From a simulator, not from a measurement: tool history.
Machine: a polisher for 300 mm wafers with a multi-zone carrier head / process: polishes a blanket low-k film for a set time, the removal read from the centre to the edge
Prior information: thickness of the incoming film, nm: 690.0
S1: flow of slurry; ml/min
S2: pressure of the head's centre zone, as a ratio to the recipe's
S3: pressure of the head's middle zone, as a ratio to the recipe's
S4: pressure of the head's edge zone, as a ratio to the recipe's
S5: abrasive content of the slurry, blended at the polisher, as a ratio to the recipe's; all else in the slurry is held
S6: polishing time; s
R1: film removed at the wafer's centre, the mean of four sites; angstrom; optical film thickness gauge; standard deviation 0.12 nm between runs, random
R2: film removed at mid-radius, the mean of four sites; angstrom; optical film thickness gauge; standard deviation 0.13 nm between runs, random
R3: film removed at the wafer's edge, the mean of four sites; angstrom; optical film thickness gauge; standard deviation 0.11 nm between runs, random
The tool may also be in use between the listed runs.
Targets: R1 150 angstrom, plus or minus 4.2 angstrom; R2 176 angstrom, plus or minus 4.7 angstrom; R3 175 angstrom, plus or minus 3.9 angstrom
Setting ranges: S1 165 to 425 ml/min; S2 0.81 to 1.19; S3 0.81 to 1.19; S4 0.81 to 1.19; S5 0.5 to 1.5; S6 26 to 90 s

Run 1, hour 0: S1 275 ml/min, S2 1, S3 1, S4 1, S5 1, S6 58 s. Result: R1 196.05 angstrom, R2 198.31 angstrom, R3 202.83 angstrom.
Run 2, hour 4.7: S1 275 ml/min, S2 1, S3 1, S4 0.93, S5 1, S6 58 s. Result: R1 196.92 angstrom, R2 201.61 angstrom, R3 199.91 angstrom.
Run 3, hour 5.7: S1 275 ml/min, S2 0.95, S3 1, S4 0.93, S5 1, S6 58 s. Result: R1 188.67 angstrom, R2 200.39 angstrom, R3 197.04 angstrom.
Run 4, hour 9.2: S1 260 ml/min, S2 0.91, S3 0.99, S4 0.93, S5 0.95, S6 58 s. Result: R1 171.6 angstrom, R2 193.09 angstrom, R3 194.78 angstrom.
Run 5, hour 13.3: S1 260 ml/min, S2 0.9, S3 0.99, S4 0.91, S5 0.9, S6 58 s. Result: R1 166.45 angstrom, R2 189.21 angstrom, R3 190.21 angstrom.
Run 6, hour 20: S1 255 ml/min, S2 0.89, S3 0.99, S4 0.89, S5 0.85, S6 58 s. Result: R1 162.52 angstrom, R2 184.67 angstrom, R3 181.12 angstrom.
Run 7, hour 22: S1 245 ml/min, S2 0.88, S3 0.98, S4 0.88, S5 0.85, S6 58 s. Result: R1 158.23 angstrom, R2 184.91 angstrom, R3 180.62 angstrom.
At hour 25.1: edge zone pressure recalibrated.
Run 8, hour 25.1: S1 235 ml/min, S2 0.88, S3 0.97, S4 0.87, S5 0.85, S6 58 s. Result: R1 159.81 angstrom, R2 181.45 angstrom, R3 175.4 angstrom.
Run 9, hour 32.2: S1 230 ml/min, S2 0.87, S3 0.96, S4 0.87, S5 0.85, S6 58 s. Result: R1 156.58 angstrom, R2 178.87 angstrom, R3 174.23 angstrom.
Run 10, hour 35.8: S1 230 ml/min, S2 0.86, S3 0.96, S4 0.87, S5 0.85, S6 58 s. Result: R1 155.74 angstrom, R2 177.24 angstrom, R3 174.36 angstrom.

Which one of the following 5 next-run settings gets every result inside its allowed miss? There is exactly one.
Run A, hour 39.4: S1 180 ml/min, S2 0.92, S3 0.94, S4 0.81, S5 0.9, S6 59 s. Result: R1 ?, R2 ?, R3 ?.
Run B, hour 39.4: S1 225 ml/min, S2 0.92, S3 1, S4 0.88, S5 0.7, S6 61 s. Result: R1 ?, R2 ?, R3 ?.
Run C, hour 39.4: S1 170 ml/min, S2 0.92, S3 0.93, S4 0.89, S5 0.8, S6 61 s. Result: R1 ?, R2 ?, R3 ?.
Run D, hour 39.4: S1 180 ml/min, S2 0.88, S3 0.95, S4 0.84, S5 0.95, S6 58 s. Result: R1 ?, R2 ?, R3 ?.
Run E, hour 39.4: S1 165 ml/min, S2 0.87, S3 0.98, S4 0.93, S5 0.7, S6 65 s. Result: R1 ?, R2 ?, R3 ?.

move      R1      R2      R3
   A  163.43  176.09  170.59
   B  159.01  176.64  167.52
   C  158.96  170.49  171.47
   D  157.12  177.96  173.16
   E  150.54  175.91  174.27
A: misses by more than the last run did
B: misses by more than the last run did
C: misses by more than the last run did
D: misses by more than the last run did
E: all results in spec
The right move is E.
